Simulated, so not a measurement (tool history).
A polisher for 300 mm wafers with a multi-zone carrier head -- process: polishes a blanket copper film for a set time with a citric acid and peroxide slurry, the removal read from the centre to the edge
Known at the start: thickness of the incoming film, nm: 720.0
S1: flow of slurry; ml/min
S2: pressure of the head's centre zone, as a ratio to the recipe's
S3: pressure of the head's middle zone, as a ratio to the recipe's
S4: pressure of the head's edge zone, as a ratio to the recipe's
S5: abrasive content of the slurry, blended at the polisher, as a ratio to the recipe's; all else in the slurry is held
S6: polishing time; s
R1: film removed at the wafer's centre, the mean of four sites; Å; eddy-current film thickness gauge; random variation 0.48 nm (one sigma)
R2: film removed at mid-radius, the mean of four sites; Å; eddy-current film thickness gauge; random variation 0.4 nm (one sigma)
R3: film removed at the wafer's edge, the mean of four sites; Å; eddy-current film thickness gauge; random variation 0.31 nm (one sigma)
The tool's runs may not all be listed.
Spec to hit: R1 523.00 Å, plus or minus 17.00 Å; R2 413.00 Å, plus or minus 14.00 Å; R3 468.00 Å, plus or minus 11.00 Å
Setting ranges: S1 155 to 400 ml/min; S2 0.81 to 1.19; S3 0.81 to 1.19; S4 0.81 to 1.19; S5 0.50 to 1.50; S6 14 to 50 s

run  hour   S1    S2    S3    S4    S5  S6      R1      R2      R3
  1   0.0  255  1.00  1.00  1.00  1.00  32  516.03  501.70  503.33
  2   3.5  215  1.00  1.00  1.00  1.00  32  518.39  501.34  502.01
  3   6.9  215  1.01  0.97  0.99  0.95  32  508.01  488.32  487.56
  4   8.9  215  1.01  0.97  0.99  0.85  32  490.94  464.78  476.00
  5  12.8  215  1.06  0.97  0.99  0.85  32  508.10  473.95  477.63
  6  15.4  255  1.06  0.97  0.99  0.85  32  520.96  472.72  487.47
  7  20.3  255  1.07  0.94  0.98  0.85  32  523.17  460.71  482.15
  8  28.3  255  1.07  0.92  0.97  0.85  32  525.68  452.85  478.60
  9  33.7  255  1.07  0.90  0.97  0.85  32  525.78  453.79  478.52
 10  34.9  260  1.08  0.88  0.97  0.80  32  523.48  432.00  473.64

Which single option among these 4 for the next run brings every result within its allowed miss of target? Just one does.
  A  36.1  255  1.07  0.97  0.89  0.75  32   ?   ?   ?
  B  36.1  225  1.01  0.95  0.94  0.95  32   ?   ?   ?
  C  36.1  155  1.10  0.83  0.93  0.65  35   ?   ?   ?
  D  36.1  340  1.10  0.92  0.94  0.75  33   ?   ?   ?

move      R1      R2      R3
   A  513.95  462.77  447.92
   B  513.48  474.65  480.91
   C  524.23  409.09  466.81
   D  555.18  467.48  482.69
A: its largest miss is bigger than the last run's
B: its largest miss is bigger than the last run's
C: all results in spec
D: its largest miss is bigger than the last run's
C meets every target.
